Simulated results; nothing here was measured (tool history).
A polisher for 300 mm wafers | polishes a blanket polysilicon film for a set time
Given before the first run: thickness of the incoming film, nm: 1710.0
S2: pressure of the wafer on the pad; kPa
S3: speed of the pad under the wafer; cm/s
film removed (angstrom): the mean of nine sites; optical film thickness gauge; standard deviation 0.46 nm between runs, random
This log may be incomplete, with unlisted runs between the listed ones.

{"run": 1, "hour": 0.0, "flow of slurry (ml/min)": 290, "S2": 16.5, "S3": 110, "polishing time (s)": 18, "film removed (angstrom)": 1171.3}
{"run": 2, "hour": 5.2, "flow of slurry (ml/min)": 290, "S2": 20, "S3": 110, "polishing time (s)": 18, "film removed (angstrom)": 1398.5}
{"run": 3, "hour": 9.7, "flow of slurry (ml/min)": 315, "S2": 20, "S3": 110, "polishing time (s)": 18, "film removed (angstrom)": 1410.3}
{"run": 4, "hour": 14.7, "flow of slurry (ml/min)": 315, "S2": 18.6, "S3": 110, "polishing time (s)": 18, "film removed (angstrom)": 1313.6}
{"run": 5, "hour": 22.8, "flow of slurry (ml/min)": 315, "S2": 16.5, "S3": 110, "polishing time (s)": 18, "film removed (angstrom)": 1183.6}
{"run": 6, "hour": 31.5, "flow of slurry (ml/min)": 315, "S2": 15.2, "S3": 110, "polishing time (s)": 18, "film removed (angstrom)": 1085.5}
{"run": 7, "hour": 34.9, "flow of slurry (ml/min)": 315, "S2": 13.8, "S3": 110, "polishing time (s)": 18, "film removed (angstrom)": 992.42}

For run 8, what comes out?
{"run": 8, "hour": 41.4, "flow of slurry (ml/min)": 315, "S2": 13.1, "S3": 110, "polishing time (s)": 18, "film removed (angstrom)": "?"}

{"run 8": {"film removed (angstrom)": 946.86}}

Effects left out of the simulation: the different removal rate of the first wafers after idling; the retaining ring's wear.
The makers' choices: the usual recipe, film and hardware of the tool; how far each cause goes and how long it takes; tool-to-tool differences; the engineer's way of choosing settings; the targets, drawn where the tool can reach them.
